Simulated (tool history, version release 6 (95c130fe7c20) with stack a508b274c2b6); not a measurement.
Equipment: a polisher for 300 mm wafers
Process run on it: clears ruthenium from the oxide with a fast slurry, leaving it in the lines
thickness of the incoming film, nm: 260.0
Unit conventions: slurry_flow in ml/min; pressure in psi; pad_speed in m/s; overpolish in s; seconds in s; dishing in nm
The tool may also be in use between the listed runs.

run	hour	slurry_flow	pressure	pad_speed	slurry_solids	overpolish	seconds	dishing
1	0	305	3.2	1	1	29	63.153	86.663
2	5.3	305	3.1	1	1	27	64.933	82.904
3	9.7	305	3	1	1	25	66.058	76.717
4	13.9	305	3	1	0.85	25	73.195	68.892
5	22.4	305	3	1	0.85	24	73.247	67.673
6	26	305	2.6	1	0.85	24	80.447	61.8

Run 7 is up next; what results do you expect?
7	34	305	2.6	1	0.85	23	?	?

{"run 7": {"seconds": 80.073, "dishing": 59.43}}

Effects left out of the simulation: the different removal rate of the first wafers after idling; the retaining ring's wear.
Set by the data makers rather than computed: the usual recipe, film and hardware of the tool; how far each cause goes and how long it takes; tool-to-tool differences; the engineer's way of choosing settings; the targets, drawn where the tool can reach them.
